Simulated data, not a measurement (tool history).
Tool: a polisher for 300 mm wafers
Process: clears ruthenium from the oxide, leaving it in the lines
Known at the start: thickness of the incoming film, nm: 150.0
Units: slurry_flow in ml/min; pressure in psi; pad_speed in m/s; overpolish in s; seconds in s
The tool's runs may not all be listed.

run 1 hour=0.0 | slurry_flow=250 pressure=2.5 pad_speed=0.98 overpolish=6 | seconds=123.31
run 2 hour=7.5 | slurry_flow=250 pressure=2.3 pad_speed=0.98 overpolish=6 | seconds=134.04
run 3 hour=8.1 | slurry_flow=190 pressure=2.3 pad_speed=0.98 overpolish=6 | seconds=141.01
run 4 hour=15.4 | slurry_flow=190 pressure=2.3 pad_speed=0.74 overpolish=6 | seconds=182.84
run 5 hour=16.4 | slurry_flow=190 pressure=2.3 pad_speed=0.98 overpolish=6 | seconds=139.49
run 6 hour=18.5 | slurry_flow=190 pressure=2.1 pad_speed=0.96 overpolish=6 | seconds=158.48
run 7 hour=23.4 | slurry_flow=190 pressure=1.9 pad_speed=0.96 overpolish=6 | seconds=173.85
run 8 hour=27.2 | slurry_flow=190 pressure=1.8 pad_speed=0.96 overpolish=6 | seconds=182.88
run 9 hour=33.3 | slurry_flow=190 pressure=1.7 pad_speed=0.96 overpolish=6 | seconds=191.46
run 10 hour=41.4 | slurry_flow=190 pressure=1.6 pad_speed=0.96 overpolish=6 | seconds=201.85

Forecast run 11:
run 11 hour=49.7 | slurry_flow=190 pressure=1.5 pad_speed=0.96 overpolish=6 | seconds=?

seconds: 213.85 s

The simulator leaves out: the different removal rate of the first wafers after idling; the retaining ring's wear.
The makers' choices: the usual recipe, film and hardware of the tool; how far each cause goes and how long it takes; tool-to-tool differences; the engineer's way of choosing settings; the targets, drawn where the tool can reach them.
